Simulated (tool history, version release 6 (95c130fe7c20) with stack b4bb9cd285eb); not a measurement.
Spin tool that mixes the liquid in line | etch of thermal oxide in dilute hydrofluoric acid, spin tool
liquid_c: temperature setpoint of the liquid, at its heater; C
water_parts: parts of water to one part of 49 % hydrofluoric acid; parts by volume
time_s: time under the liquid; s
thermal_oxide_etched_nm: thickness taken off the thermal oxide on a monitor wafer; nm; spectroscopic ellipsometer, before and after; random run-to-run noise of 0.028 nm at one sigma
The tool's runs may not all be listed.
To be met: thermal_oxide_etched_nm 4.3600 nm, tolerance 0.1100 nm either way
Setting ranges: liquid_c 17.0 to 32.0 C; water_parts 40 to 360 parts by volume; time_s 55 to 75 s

run	day	liquid_c	water_parts	time_s	thermal_oxide_etched_nm
1	0.000	24.0	200	75	1.4411
2	0.075	24.0	135	75	2.3030
3	0.412	24.0	65	75	5.1067
4	0.650	24.0	120	75	2.6445
5	0.975	26.5	110	75	3.1824
6	1.112	26.5	110	55	2.3285
7	1.254	24.0	95	55	2.4830
8	1.546	26.5	85	55	3.1263
9	1.908	27.5	75	55	3.7636
10	2.062	29.0	75	55	3.9323
11	2.238	30.0	75	55	4.0801
12	2.525	30.0	75	55	4.1084
13	2.650	30.5	75	55	4.2021

4 candidate next runs follow, results not yet known. Just one meets every target within its allowed miss. Identify it.
A	2.775	26.5	60	55	?
B	2.775	32.0	95	75	?
C	2.775	31.0	70	55	?
D	2.775	32.0	95	70	?

move	thermal_oxide_etched_nm
A	4.6034
B	4.6585
C	4.6368
D	4.3479
A: moves the result that the last run missed by most past its target, out the other side
B: moves the result that the last run missed by most past its target, out the other side
C: moves the result that the last run missed by most past its target, out the other side
D: each result inside its tolerance
The right move is D.
